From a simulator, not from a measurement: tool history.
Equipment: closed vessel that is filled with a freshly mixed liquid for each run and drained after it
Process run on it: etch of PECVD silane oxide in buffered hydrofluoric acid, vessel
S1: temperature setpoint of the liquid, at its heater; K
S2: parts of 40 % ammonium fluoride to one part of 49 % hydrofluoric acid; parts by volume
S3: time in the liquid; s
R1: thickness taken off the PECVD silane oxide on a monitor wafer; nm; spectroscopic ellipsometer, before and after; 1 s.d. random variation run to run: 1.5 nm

run  hour      S1  S2   S3      R1
  1     0  294.15  11   95  118.07
  2   0.8  294.15  11  100  124.82
  3   5.1  294.65  11  100   126.5
  4  12.7  291.65  11  100  108.17
  5  18.2  292.65  11  100  112.97
  6    23  290.15  11  100  97.971
  7  31.5  291.15  11  100  104.37
  8  34.4  292.15  11  100  110.55

Run 9 has not been measured yet. What should we expect?
  9  37.9  293.15  11  100   ?

{"run 9": {"R1": 117.13}}
